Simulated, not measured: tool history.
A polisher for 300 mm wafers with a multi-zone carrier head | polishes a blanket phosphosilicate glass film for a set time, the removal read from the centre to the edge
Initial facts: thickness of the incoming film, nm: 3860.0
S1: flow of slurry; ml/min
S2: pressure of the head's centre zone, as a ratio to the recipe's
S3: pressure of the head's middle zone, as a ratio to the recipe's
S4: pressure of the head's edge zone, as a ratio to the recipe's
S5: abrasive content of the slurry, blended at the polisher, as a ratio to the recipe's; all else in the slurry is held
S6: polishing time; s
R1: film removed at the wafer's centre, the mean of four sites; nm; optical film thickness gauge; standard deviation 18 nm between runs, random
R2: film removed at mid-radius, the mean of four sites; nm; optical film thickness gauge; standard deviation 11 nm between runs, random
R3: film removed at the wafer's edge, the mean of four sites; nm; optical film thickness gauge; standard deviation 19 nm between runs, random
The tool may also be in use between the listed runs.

run  hour   S1    S2    S3    S4    S5  S6      R1      R2      R3
  1     0  275     1     1     1     1  68  857.41  859.66  866.86
  2   4.5  275     1  0.98  1.03   1.1  69  890.31  894.55  911.28
  3   5.1  275     1  0.98  1.03   0.9  69  860.69  837.38  875.76
  4   9.1  275     1  0.95  1.05     1  72  882.92  882.51  960.78
  5  17.5  275     1  0.89  1.05     1  72  916.04     848  944.55
  6  23.5  275  1.01  0.88  1.07   1.1  74  966.75  867.81  998.98
  7  28.2  275  1.01  0.88  1.09  1.15  76  1026.8   906.2  1040.6
  8  30.5  275     1  0.87   1.1   1.2  78    1045  952.03  1118.4
  9  38.8  275     1  0.87  1.11  1.25  79  1074.4  959.87  1160.2
 10  43.9  275  1.01  0.88  1.12   1.3  79  1111.6  985.45  1150.8
 11  48.5  275     1  0.88  1.13  1.35  80  1104.7  975.87    1194
 12    54  275     1  0.89  1.13   1.4  81  1097.1  1024.9  1200.8

What will run 13 give?
 13  57.5  280   1  0.89  1.14  1.4  82   ?   ?   ?

Run 13 measured R1 1146.2 nm, R2 1047.9 nm, R3 1215 nm.
